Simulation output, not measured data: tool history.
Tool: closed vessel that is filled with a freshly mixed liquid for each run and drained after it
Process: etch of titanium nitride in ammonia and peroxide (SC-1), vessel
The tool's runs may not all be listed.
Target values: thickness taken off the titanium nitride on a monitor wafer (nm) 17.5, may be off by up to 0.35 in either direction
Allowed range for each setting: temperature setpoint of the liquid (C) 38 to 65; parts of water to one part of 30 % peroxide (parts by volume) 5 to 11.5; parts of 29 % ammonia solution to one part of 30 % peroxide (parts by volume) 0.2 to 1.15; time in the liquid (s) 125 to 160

run  hour  temperature setpoint of the liquid (C)  parts of water to one part of 30 % peroxide (parts by volume)  parts of 29 % ammonia solution to one part of 30 % peroxide (parts by volume)  time in the liquid (s)  thickness taken off the titanium nitride on a monitor wafer (nm)
  1     0                                      49                                                            6.5                                                                           0.65                     160                                                            9.2135
  2   4.9                                    51.5                                                            6.5                                                                           0.65                     160                                                            10.971
  3  10.1                                    51.5                                                            6.5                                                                            0.8                     160                                                            11.308
  4  18.9                                    51.5                                                              5                                                                            0.8                     160                                                            12.761
  5  23.9                                      46                                                              5                                                                            0.8                     160                                                             8.664
  6  29.9                                      46                                                              5                                                                            0.8                     125                                                            6.7757
  7  34.5                                      49                                                              5                                                                            0.8                     125                                                            8.2942
  8    36                                      52                                                              5                                                                            0.8                     125                                                            10.331
  9  38.6                                      54                                                              5                                                                            0.8                     125                                                            11.772
 10  44.2                                    55.5                                                              5                                                                            0.8                     125                                                            13.131
 11  44.7                                    56.5                                                              5                                                                            0.8                     125                                                            14.033
 12  52.2                                    57.5                                                              5                                                                            0.8                     125                                                            14.784
 13  53.6                                      58                                                              5                                                                            0.8                     125                                                            15.446
 14  58.5                                      58                                                              5                                                                            0.8                     125                                                             15.55
 15  63.7                                      58                                                              5                                                                            0.8                     125                                                            15.506
 16  65.8                                    58.5                                                              5                                                                            0.8                     125                                                            15.881
 17  72.7                                      59                                                              5                                                                            0.8                     125                                                            16.402
 18  76.5                                    59.5                                                              5                                                                            0.8                     125                                                            17.037

Exactly one of the 4 candidate moves below puts every result within its allowed miss. Which one?
  A  80.3                                      57                                                            5.5                                                                           1.05                     145                                                                 ?
  B  80.3                                    59.5                                                              5                                                                            0.7                     125                                                                 ?
  C  80.3                                      56                                                            5.5                                                                           0.85                     155                                                                 ?
  D  80.3                                      57                                                              5                                                                            0.7                     155                                                                 ?

move  thickness taken off the titanium nitride on a monitor wafer (nm)
   A                                                             16.52
   B                                                            16.649
   C                                                             16.09
   D                                                            17.494
A: moves away from the targets compared with the last run
B: moves away from the targets compared with the last run
C: moves away from the targets compared with the last run
D: each result inside its tolerance
Move D is the one to make.
